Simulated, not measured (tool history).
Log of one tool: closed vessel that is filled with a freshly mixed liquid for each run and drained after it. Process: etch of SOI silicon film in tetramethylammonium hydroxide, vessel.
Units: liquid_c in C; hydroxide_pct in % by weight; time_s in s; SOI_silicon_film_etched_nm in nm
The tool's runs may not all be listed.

run 1 hour=0.0 | liquid_c=65.0 hydroxide_pct=8.5 time_s=90 | SOI_silicon_film_etched_nm=568.22
run 2 hour=6.9 | liquid_c=64.5 hydroxide_pct=8.5 time_s=90 | SOI_silicon_film_etched_nm=542.58
run 3 hour=14.2 | liquid_c=64.5 hydroxide_pct=7.5 time_s=90 | SOI_silicon_film_etched_nm=573.79
run 4 hour=22.6 | liquid_c=64.0 hydroxide_pct=7.5 time_s=90 | SOI_silicon_film_etched_nm=559.33
run 5 hour=31.3 | liquid_c=64.0 hydroxide_pct=7.5 time_s=95 | SOI_silicon_film_etched_nm=582.32
run 6 hour=34.5 | liquid_c=64.0 hydroxide_pct=7.5 time_s=90 | SOI_silicon_film_etched_nm=556.66

The next listed run, before its measurement:
run 7 hour=37.0 | liquid_c=63.5 hydroxide_pct=7.5 time_s=90 | SOI_silicon_film_etched_nm=?

SOI_silicon_film_etched_nm: 539.47 nm

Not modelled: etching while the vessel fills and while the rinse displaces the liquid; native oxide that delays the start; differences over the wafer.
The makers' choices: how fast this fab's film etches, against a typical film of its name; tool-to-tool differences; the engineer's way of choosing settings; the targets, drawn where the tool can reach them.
